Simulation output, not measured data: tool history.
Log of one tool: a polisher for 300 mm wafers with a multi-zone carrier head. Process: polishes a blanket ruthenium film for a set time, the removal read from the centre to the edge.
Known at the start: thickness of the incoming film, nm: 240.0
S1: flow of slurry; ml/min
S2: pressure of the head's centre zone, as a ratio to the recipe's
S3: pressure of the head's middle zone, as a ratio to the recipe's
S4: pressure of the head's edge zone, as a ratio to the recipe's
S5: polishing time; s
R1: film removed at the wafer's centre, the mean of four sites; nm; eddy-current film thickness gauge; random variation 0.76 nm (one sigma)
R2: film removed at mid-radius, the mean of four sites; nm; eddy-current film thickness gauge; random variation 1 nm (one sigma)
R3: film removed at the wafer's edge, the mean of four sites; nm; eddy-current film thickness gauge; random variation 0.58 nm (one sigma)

Run 1, day 0.000: S1 140 ml/min, S2 1.00, S3 1.00, S4 1.00, S5 67 s. Result: R1 65.948 nm, R2 67.107 nm, R3 66.685 nm.
Run 2, day 0.333: S1 155 ml/min, S2 1.02, S3 1.03, S4 1.04, S5 70 s. Result: R1 73.308 nm, R2 71.883 nm, R3 72.104 nm.
Run 3, day 0.379: S1 140 ml/min, S2 1.02, S3 1.03, S4 1.04, S5 70 s. Result: R1 71.919 nm, R2 72.545 nm, R3 71.231 nm.
Run 4, day 0.579: S1 150 ml/min, S2 1.02, S3 1.07, S4 1.08, S5 72 s. Result: R1 74.495 nm, R2 78.024 nm, R3 75.547 nm.
Run 5, day 0.725: S1 165 ml/min, S2 1.03, S3 1.10, S4 1.11, S5 73 s. Result: R1 77.327 nm, R2 82.055 nm, R3 77.185 nm.
Run 6, day 1.092: S1 165 ml/min, S2 1.03, S3 1.04, S4 1.11, S5 73 s. Result: R1 78.314 nm, R2 78.501 nm, R3 77.728 nm.
Run 7, day 1.217: S1 170 ml/min, S2 1.03, S3 1.06, S4 1.13, S5 74 s. Result: R1 78.717 nm, R2 82.528 nm, R3 80.323 nm.
Run 8, day 1.288: S1 180 ml/min, S2 1.04, S3 1.07, S4 1.15, S5 75 s. Result: R1 80.206 nm, R2 82.207 nm, R3 82.393 nm.
Run 9, day 1.533: S1 180 ml/min, S2 1.05, S3 1.10, S4 1.16, S5 76 s. Result: R1 84.335 nm, R2 87.622 nm, R3 84.596 nm.

Run 10 comes next. What will it give?
Run 10, day 1.846: S1 185 ml/min, S2 1.05, S3 1.11, S4 1.16, S5 76 s. Result: R1 ?, R2 ?, R3 ?.

R1: 83.959 nm
R2: 87.871 nm
R3: 83.951 nm
